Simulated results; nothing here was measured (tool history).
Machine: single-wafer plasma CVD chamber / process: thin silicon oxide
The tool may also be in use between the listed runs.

| run | hour | heater temperature setpoint (K) | chamber pressure (Torr) | RF power (W) | deposition time (s) | mean film thickness on the monitor wafer (angstrom) |
|---|---|---|---|---|---|---|
| 1 | 0 | 698.15 | 0.78 | 210 | 5 | 83.44 |
| 2 | 6.8 | 698.15 | 0.78 | 210 | 4.76 | 78.536 |
| 3 | 12.4 | 698.15 | 0.78 | 210 | 5 | 83.572 |
| 4 | 17.3 | 698.15 | 0.748 | 210 | 5 | 79.656 |
| 5 | 22.5 | 698.15 | 0.722 | 210 | 5 | 76.611 |
| 6 | 26.1 | 698.15 | 0.722 | 230 | 5 | 81.717 |

The next listed run, before its measurement:
| 7 | 27.7 | 698.15 | 0.693 | 230 | 5 | ? |

mean film thickness on the monitor wafer (angstrom): 78.726

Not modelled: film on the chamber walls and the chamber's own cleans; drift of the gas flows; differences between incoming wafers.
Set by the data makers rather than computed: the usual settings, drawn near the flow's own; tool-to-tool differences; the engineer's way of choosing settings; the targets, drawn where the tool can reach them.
